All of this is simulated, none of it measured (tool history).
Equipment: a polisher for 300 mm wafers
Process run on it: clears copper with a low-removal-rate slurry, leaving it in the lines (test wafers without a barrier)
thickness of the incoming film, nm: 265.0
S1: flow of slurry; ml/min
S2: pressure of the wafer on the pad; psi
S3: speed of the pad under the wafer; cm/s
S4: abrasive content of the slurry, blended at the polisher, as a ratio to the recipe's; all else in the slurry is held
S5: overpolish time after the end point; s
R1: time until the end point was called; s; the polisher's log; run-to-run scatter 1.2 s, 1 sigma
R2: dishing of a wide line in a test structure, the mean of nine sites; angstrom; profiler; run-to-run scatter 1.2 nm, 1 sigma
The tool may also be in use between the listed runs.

run	hour	S1	S2	S3	S4	S5	R1	R2
1	0.0	145	3.3	88	1.0	25	87.922	571.57
2	7.8	145	3.2	88	1.0	26	88.446	577.17
3	16.5	175	3.2	88	1.0	26	89.035	593.86
4	23.5	195	3.2	88	1.0	26	85.087	591.89
5	26.1	190	3.1	88	1.0	27	90.071	602.67
6	26.8	190	3.0	88	1.0	28	93.321	591.21
7	33.7	190	3.0	88	1.0	29	90.623	606.92

What does the tool deliver on the next run?
8	38.5	190	2.9	88	1.0	31	?	?

Run 8 came out at R1 97.756 s, R2 617.81 angstrom.
